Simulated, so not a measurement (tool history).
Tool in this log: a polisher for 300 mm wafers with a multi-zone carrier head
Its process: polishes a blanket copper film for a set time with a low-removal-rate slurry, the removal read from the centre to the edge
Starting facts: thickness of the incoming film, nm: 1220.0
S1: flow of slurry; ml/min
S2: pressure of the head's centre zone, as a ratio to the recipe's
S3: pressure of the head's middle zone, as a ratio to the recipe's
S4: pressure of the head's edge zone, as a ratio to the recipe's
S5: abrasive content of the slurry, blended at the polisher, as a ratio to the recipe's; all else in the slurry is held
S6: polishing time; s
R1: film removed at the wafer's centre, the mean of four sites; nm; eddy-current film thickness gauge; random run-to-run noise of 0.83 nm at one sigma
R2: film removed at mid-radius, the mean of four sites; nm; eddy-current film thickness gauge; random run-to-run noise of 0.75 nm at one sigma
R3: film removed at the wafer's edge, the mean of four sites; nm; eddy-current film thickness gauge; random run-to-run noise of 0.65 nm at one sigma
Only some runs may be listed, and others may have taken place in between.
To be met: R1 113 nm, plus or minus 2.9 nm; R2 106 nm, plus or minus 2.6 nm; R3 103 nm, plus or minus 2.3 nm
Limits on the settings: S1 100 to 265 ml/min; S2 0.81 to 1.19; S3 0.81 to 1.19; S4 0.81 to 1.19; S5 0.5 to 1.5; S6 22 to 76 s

{"run": 1, "hour": 0.0, "S1": 170, "S2": 1, "S3": 1, "S4": 1, "S5": 1, "S6": 49, "R1": 160.5, "R2": 165.85, "R3": 161.61}
{"run": 2, "hour": 2.3, "S1": 165, "S2": 1, "S3": 0.98, "S4": 0.97, "S5": 0.9, "S6": 47, "R1": 150.17, "R2": 153.19, "R3": 146.52}
{"run": 3, "hour": 10.9, "S1": 155, "S2": 0.99, "S3": 0.95, "S4": 0.95, "S5": 0.8, "S6": 46, "R1": 137.64, "R2": 139.45, "R3": 138.1}
{"run": 4, "hour": 19.5, "S1": 155, "S2": 0.99, "S3": 0.95, "S4": 0.95, "S5": 0.95, "S6": 46, "R1": 145.32, "R2": 146.15, "R3": 143.77}
{"run": 5, "hour": 25.0, "S1": 155, "S2": 0.91, "S3": 0.95, "S4": 0.95, "S5": 0.95, "S6": 46, "R1": 132.01, "R2": 145.38, "R3": 143.42}
{"run": 6, "hour": 28.3, "S1": 185, "S2": 0.91, "S3": 0.95, "S4": 0.95, "S5": 0.95, "S6": 46, "R1": 137.04, "R2": 148.74, "R3": 145.53}
{"run": 7, "hour": 34.7, "S1": 185, "S2": 0.92, "S3": 0.93, "S4": 0.92, "S5": 0.85, "S6": 44, "R1": 130.34, "R2": 137.32, "R3": 134.72}
{"run": 8, "hour": 35.9, "S1": 180, "S2": 0.93, "S3": 0.92, "S4": 0.9, "S5": 0.8, "S6": 43, "R1": 126.05, "R2": 131.04, "R3": 127.66}
{"run": 9, "hour": 38.6, "S1": 175, "S2": 0.94, "S3": 0.91, "S4": 0.88, "S5": 0.75, "S6": 42, "R1": 122.43, "R2": 125.38, "R3": 120.27}
{"run": 10, "hour": 45.0, "S1": 165, "S2": 0.95, "S3": 0.9, "S4": 0.87, "S5": 0.7, "S6": 42, "R1": 120.44, "R2": 119.63, "R3": 119.33}
{"run": 11, "hour": 45.7, "S1": 165, "S2": 0.96, "S3": 0.9, "S4": 0.86, "S5": 0.65, "S6": 41, "R1": 116.72, "R2": 116.17, "R3": 113.55}
{"run": 12, "hour": 50.2, "S1": 160, "S2": 0.97, "S3": 0.9, "S4": 0.85, "S5": 0.6, "S6": 41, "R1": 114.53, "R2": 115.32, "R3": 110.75}
{"run": 13, "hour": 57.3, "S1": 155, "S2": 0.98, "S3": 0.89, "S4": 0.84, "S5": 0.6, "S6": 41, "R1": 116.16, "R2": 112.03, "R3": 110.6}
{"run": 14, "hour": 59.9, "S1": 125, "S2": 1.02, "S3": 0.92, "S4": 0.81, "S5": 0.5, "S6": 40, "R1": 106.7, "R2": 103.43, "R3": 97.874}
{"run": 15, "hour": 65.8, "S1": 130, "S2": 1.02, "S3": 0.92, "S4": 0.82, "S5": 0.5, "S6": 40, "R1": 108.75, "R2": 105.75, "R3": 99.93}

Exercise: of the 5 proposed moves below, exactly one satisfies all targets within the stated allowed misses. Which move is it?
{"run": "A", "hour": 71.7, "S1": 145, "S2": 0.99, "S3": 0.97, "S4": 0.88, "S5": 0.5, "S6": 39, "R1": "?", "R2": "?", "R3": "?"}
{"run": "B", "hour": 71.7, "S1": 145, "S2": 1.03, "S3": 1.01, "S4": 0.86, "S5": 0.5, "S6": 40, "R1": "?", "R2": "?", "R3": "?"}
{"run": "C", "hour": 71.7, "S1": 110, "S2": 1.05, "S3": 0.92, "S4": 0.82, "S5": 0.8, "S6": 39, "R1": "?", "R2": "?", "R3": "?"}
{"run": "D", "hour": 71.7, "S1": 110, "S2": 1.03, "S3": 0.96, "S4": 0.81, "S5": 0.5, "S6": 41, "R1": "?", "R2": "?", "R3": "?"}
{"run": "E", "hour": 71.7, "S1": 140, "S2": 1.05, "S3": 1, "S4": 0.88, "S5": 0.5, "S6": 40, "R1": "?", "R2": "?", "R3": "?"}

move=A R1=105.18 R2=108.73 R3=101.86
move=B R1=112.3 R2=114.64 R3=103.34
move=C R1=113.02 R2=107.31 R3=103.32
move=D R1=105.86 R2=105.45 R3=98.068
move=E R1=113.46 R2=112.93 R3=103.84
A: its largest miss is bigger than the last run's
B: the worst result of the last run now meets its target, but another is out of spec
C: meets every target
D: its largest miss is bigger than the last run's
E: the worst result of the last run now meets its target, but another is out of spec
C meets every target.
